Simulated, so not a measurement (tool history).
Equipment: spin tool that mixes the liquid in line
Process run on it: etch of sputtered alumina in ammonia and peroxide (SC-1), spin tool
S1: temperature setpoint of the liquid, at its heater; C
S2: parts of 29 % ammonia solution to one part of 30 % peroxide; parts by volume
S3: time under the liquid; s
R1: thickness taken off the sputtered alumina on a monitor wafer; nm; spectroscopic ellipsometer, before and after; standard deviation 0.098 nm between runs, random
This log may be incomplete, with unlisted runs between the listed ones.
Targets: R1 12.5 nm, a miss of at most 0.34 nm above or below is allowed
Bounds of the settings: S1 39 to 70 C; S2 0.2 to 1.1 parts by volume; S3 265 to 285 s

Run 1, day 0: S1 55 C, S2 0.6 parts by volume, S3 265 s. Result: R1 18.193 nm.
Run 2, day 0.112: S1 55 C, S2 0.8 parts by volume, S3 265 s. Result: R1 18.628 nm.
Run 3, day 0.267: S1 55 C, S2 0.7 parts by volume, S3 265 s. Result: R1 18.244 nm.
Run 4, day 0.638: S1 53 C, S2 0.7 parts by volume, S3 265 s. Result: R1 16.374 nm.
Run 5, day 0.992: S1 51.5 C, S2 0.7 parts by volume, S3 265 s. Result: R1 15.198 nm.
Run 6, day 1.058: S1 51.5 C, S2 0.7 parts by volume, S3 265 s. Result: R1 15.347 nm.
Run 7, day 1.104: S1 50.5 C, S2 0.7 parts by volume, S3 265 s. Result: R1 14.361 nm.
Run 8, day 1.433: S1 50 C, S2 0.7 parts by volume, S3 265 s. Result: R1 14.037 nm.

4 next moves are on the table. One of them brings every result within its allowed miss. Which?
Run A, day 1.762: S1 51 C, S2 0.75 parts by volume, S3 265 s. Result: R1 ?.
Run B, day 1.762: S1 50 C, S2 0.7 parts by volume, S3 285 s. Result: R1 ?.
Run C, day 1.762: S1 47 C, S2 0.95 parts by volume, S3 285 s. Result: R1 ?.
Run D, day 1.762: S1 48 C, S2 0.7 parts by volume, S3 265 s. Result: R1 ?.

move      R1
   A  14.785
   B  14.954
   C  13.032
   D  12.447
A: misses by more than the last run did
B: misses by more than the last run did
C: better than the last run, though not everything is in spec
D: all results in spec
D meets every target.
